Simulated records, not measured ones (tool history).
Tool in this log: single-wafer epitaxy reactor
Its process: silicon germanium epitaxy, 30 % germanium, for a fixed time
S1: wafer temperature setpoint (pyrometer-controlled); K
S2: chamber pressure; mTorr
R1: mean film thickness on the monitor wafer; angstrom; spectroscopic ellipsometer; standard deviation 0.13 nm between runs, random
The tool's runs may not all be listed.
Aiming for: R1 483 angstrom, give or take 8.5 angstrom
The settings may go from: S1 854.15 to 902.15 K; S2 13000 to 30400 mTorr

run  hour      S1     S2      R1
  1     0  878.15  21700   716.7
  2   7.9  872.15  21600  626.11
  3  16.6  869.15  21500  593.75
  4  23.3  869.15  24700  626.91
  5  24.9  865.15  24600  574.24
  6  26.6  865.15  22900  558.48
     32.9  -- capacitance manometer re-zeroed and calibrated
  7  32.9  863.15  22900  547.34
  8  37.4  861.15  22900  527.36
  9  38.9  860.15  22900  516.83
 10  42.9  860.15  22900  518.38
 11  46.3  859.15  22900  504.63
 12  50.4  858.15  22900  494.61

Pick the move, out of 4, that brings all results within their allowed miss; only one does.
  A  54.5  858.15  24000   ?
  B  54.5  859.15  22300   ?
  C  54.5  858.15  21500   ?
  D  54.5  862.15  20800   ?

move      R1
   A  505.98
   B  500.04
   C  481.18
   D  516.61
A: lands further from the targets than the last run did
B: lands further from the targets than the last run did
C: every result lands within tolerance
D: lands further from the targets than the last run did
Move C is the one to make.
